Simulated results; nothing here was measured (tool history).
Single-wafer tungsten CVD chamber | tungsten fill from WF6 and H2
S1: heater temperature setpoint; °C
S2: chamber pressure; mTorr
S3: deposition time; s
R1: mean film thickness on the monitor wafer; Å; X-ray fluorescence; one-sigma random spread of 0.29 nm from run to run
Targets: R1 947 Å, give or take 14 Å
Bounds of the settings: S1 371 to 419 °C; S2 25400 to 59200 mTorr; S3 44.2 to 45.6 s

| run | day | S1 | S2 | S3 | R1 |
|---|---|---|---|---|---|
| 1 | 0 | 395 | 42300 | 44.2 | 1262.6 |
| 2 | 0.258 | 395 | 42300 | 45.6 | 1308 |
| 3 | 0.467 | 395 | 42300 | 45.6 | 1293.1 |
| 4 | 0.525 | 404 | 42300 | 45.6 | 1514.5 |
| 5 | 0.879 | 404 | 36900 | 45.6 | 1415.4 |
| 6 | 1.05 | 401 | 36800 | 45.6 | 1338.6 |
| 7 | 1.367 | 398 | 36700 | 45.6 | 1279 |
| 8 | 1.479 | 395 | 36600 | 45.6 | 1205.3 |
| 9 | 1.608 | 393 | 36600 | 45.6 | 1161.6 |
| 10 | 1.833 | 391 | 36600 | 45.6 | 1131.4 |
| 11 | 1.988 | 389 | 36600 | 45.6 | 1092.2 |
| 12 | 2.171 | 388 | 36600 | 45.6 | 1068.5 |
| 13 | 2.375 | 387 | 36600 | 45.6 | 1048.9 |

Consider the 5 candidate settings below. Which is the only one whose results all fall within their allowed miss of target?
| A | 2.579 | 378 | 39400 | 44.2 | ? |
| B | 2.579 | 382 | 34100 | 44.2 | ? |
| C | 2.579 | 386 | 37200 | 44.2 | ? |
| D | 2.579 | 392 | 39400 | 45.3 | ? |
| E | 2.579 | 382 | 35800 | 45.6 | ? |

| move | R1 |
|---|---|
| A | 895.66 |
| B | 893.93 |
| C | 1007.2 |
| D | 1184.2 |
| E | 946.54 |
A: takes the biggest miss from the last run beyond its target
B: takes the biggest miss from the last run beyond its target
C: better than the last run, though not everything is in spec
D: lands further from the targets than the last run did
E: hits every target within its allowed miss
Move E is the one to make.

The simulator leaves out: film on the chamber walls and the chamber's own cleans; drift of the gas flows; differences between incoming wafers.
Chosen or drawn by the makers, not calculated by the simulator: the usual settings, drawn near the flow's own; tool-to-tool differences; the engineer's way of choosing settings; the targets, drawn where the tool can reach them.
